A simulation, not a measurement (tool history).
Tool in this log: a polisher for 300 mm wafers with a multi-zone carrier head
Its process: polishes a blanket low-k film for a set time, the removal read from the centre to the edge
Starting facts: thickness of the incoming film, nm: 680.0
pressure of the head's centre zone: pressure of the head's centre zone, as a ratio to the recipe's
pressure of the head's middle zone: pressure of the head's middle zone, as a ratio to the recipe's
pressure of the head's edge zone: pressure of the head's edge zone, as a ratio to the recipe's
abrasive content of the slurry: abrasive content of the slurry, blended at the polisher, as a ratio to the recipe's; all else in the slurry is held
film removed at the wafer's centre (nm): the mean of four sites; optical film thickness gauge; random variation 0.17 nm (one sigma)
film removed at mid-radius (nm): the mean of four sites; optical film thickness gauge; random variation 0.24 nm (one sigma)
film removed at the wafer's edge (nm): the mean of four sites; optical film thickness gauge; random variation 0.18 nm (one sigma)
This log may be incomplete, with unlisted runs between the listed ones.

run	day	flow of slurry (ml/min)	pressure of the head's centre zone	pressure of the head's middle zone	pressure of the head's edge zone	abrasive content of the slurry	polishing time (s)	film removed at the wafer's centre (nm)	film removed at mid-radius (nm)	film removed at the wafer's edge (nm)
1	0.000	190	1.00	1.00	1.00	1.00	56	12.099	11.921	12.347
2	0.054	195	1.01	1.01	1.03	1.10	57	13.135	13.044	13.518
3	0.112	195	1.01	1.01	1.03	0.90	57	11.413	11.741	11.826
4	0.354	200	1.02	1.02	1.05	1.05	57	13.000	12.976	13.471
# day 0.679: worn pad replaced by a new one
5	0.679	200	1.02	0.97	1.05	1.05	57	15.139	14.760	15.325
6	0.779	200	1.02	0.97	1.05	1.15	57	16.115	15.813	16.700
7	1.021	210	1.02	0.97	1.05	1.15	57	16.001	15.196	16.242
8	1.158	200	1.03	0.96	1.07	1.15	57	15.891	15.093	16.266
9	1.346	210	1.02	0.96	1.07	1.15	57	15.985	15.568	16.517
10	1.625	220	1.03	0.95	1.09	1.15	57	16.259	15.824	16.722

Run 11 is up next; what results do you expect?
11	1.862	225	1.03	0.94	1.10	1.15	57	?	?	?

{"run 11": {"film removed at the wafer's centre (nm)": 16.307, "film removed at mid-radius (nm)": 15.737, "film removed at the wafer's edge (nm)": 17.214}}
